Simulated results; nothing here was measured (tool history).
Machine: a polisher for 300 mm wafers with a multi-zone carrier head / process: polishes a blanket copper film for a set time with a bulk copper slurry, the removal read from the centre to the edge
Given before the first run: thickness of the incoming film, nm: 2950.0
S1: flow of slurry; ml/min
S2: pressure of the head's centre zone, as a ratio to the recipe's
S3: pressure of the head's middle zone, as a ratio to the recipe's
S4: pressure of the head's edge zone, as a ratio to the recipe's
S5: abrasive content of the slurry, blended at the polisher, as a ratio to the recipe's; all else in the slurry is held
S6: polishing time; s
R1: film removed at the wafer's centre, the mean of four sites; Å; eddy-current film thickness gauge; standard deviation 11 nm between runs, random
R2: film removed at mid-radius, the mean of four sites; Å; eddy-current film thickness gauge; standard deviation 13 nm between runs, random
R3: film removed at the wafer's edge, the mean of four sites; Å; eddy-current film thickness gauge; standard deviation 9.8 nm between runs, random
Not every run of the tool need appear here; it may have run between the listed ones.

run    day   S1    S2    S3    S4    S5  S6     R1     R2     R3
  1      0  135     1     1     1     1  66  11118  11200  11792
  2  0.271  145  1.03  1.03  1.01  1.05  66  12075  11612  12166
  3  0.629  145     1  1.03  1.01  1.05  66  11562  11667  12166
  4  0.729  170     1  1.03  1.01  1.05  66  12060  12165  12412
  5  0.988  170     1  1.03  0.93  1.05  66  12120  11863  11821
  6  1.354  175  1.02  1.06  0.95  1.05  66  12328  12423  12196
  7  1.721  180  1.05  1.08  0.95  1.05  66  12912  12671  11905

Run 8 comes next. What will it give?
       2  -- edge zone pressure recalibrated
  8    2  185  1.07  1.09  0.98  1.1  66   ?   ?   ?

Run 8 measured R1 13233 Å, R2 13017 Å, R3 12078 Å.

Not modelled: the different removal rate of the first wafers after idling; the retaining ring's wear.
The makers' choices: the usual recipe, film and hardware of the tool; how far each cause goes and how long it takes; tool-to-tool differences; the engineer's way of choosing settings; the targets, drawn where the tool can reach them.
